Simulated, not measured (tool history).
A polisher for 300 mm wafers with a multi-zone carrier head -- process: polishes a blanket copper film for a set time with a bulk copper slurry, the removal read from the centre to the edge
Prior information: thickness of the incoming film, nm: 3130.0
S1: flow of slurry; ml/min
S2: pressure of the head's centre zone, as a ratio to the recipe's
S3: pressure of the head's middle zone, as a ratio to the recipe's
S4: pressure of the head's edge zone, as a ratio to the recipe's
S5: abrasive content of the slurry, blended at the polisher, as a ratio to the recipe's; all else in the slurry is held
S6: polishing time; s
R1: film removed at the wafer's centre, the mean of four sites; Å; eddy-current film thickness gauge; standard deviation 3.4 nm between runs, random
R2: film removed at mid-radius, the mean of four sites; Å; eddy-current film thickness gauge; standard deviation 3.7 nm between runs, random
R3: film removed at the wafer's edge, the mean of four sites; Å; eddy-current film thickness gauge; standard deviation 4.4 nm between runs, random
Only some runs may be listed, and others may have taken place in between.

| run | hour | S1 | S2 | S3 | S4 | S5 | S6 | R1 | R2 | R3 |
|---|---|---|---|---|---|---|---|---|---|---|
| 1 | 0.0 | 200 | 1.00 | 1.00 | 1.00 | 1.00 | 88 | 7457.7 | 6797.8 | 6822.5 |
| 2 | 7.8 | 200 | 1.00 | 1.00 | 1.06 | 1.00 | 88 | 7424.8 | 6730.7 | 7256.8 |
| 3 | 15.6 | 200 | 1.00 | 1.00 | 1.06 | 1.00 | 98 | 8234.1 | 7519.2 | 7810.1 |
| 4 | 21.0 | 185 | 0.98 | 0.95 | 1.01 | 0.85 | 82 | 6406.0 | 5682.6 | 6370.7 |
| 5 | 25.5 | 185 | 0.98 | 0.95 | 1.01 | 0.85 | 61 | 4818.4 | 4293.3 | 4703.6 |
| 6 | 27.3 | 185 | 1.03 | 0.95 | 1.01 | 0.85 | 61 | 5040.8 | 4253.1 | 4661.4 |

Predict the results of run 7:
| 7 | 33.3 | 175 | 1.01 | 0.92 | 0.98 | 0.75 | 60 | ? | ? | ? |

Run 7 measured R1 4644.9 Å, R2 3894.4 Å, R3 4370.5 Å.

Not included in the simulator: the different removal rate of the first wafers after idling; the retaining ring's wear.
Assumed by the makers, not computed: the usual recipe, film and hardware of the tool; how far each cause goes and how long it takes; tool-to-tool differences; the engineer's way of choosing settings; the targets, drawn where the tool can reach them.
